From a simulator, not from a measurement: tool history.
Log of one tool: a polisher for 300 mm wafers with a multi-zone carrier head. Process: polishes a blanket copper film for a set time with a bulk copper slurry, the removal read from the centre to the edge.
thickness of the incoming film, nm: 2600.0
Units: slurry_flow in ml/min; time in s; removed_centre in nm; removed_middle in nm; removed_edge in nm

{"run": 1, "hour": 0.0, "slurry_flow": 285, "centre_zone": 1.0, "middle_zone": 1.0, "edge_zone": 1.0, "slurry_solids": 1.0, "time": 70, "removed_centre": 677.49, "removed_middle": 688.96, "removed_edge": 679.44}
{"run": 2, "hour": 7.5, "slurry_flow": 230, "centre_zone": 1.0, "middle_zone": 1.0, "edge_zone": 1.0, "slurry_solids": 1.0, "time": 70, "removed_centre": 649.54, "removed_middle": 669.57, "removed_edge": 671.7}
{"run": 3, "hour": 10.7, "slurry_flow": 285, "centre_zone": 0.99, "middle_zone": 1.0, "edge_zone": 0.94, "slurry_solids": 0.85, "time": 63, "removed_centre": 586.16, "removed_middle": 600.48, "removed_edge": 575.68}
{"run": 4, "hour": 12.1, "slurry_flow": 285, "centre_zone": 0.99, "middle_zone": 1.0, "edge_zone": 0.89, "slurry_solids": 0.85, "time": 63, "removed_centre": 579.6, "removed_middle": 601.16, "removed_edge": 553.48}
{"run": 5, "hour": 16.2, "slurry_flow": 305, "centre_zone": 0.99, "middle_zone": 0.99, "edge_zone": 0.86, "slurry_solids": 0.75, "time": 60, "removed_centre": 558.36, "removed_middle": 562.11, "removed_edge": 523.31}
{"run": 6, "hour": 23.2, "slurry_flow": 295, "centre_zone": 0.99, "middle_zone": 1.0, "edge_zone": 0.84, "slurry_solids": 0.65, "time": 57, "removed_centre": 508.58, "removed_middle": 531.87, "removed_edge": 482.48}

The next listed run, before its measurement:
{"run": 7, "hour": 30.4, "slurry_flow": 295, "centre_zone": 0.99, "middle_zone": 1.0, "edge_zone": 0.84, "slurry_solids": 0.65, "time": 57, "removed_centre": "?", "removed_middle": "?", "removed_edge": "?"}

removed_centre: 511.55 nm
removed_middle: 526.06 nm
removed_edge: 477.07 nm
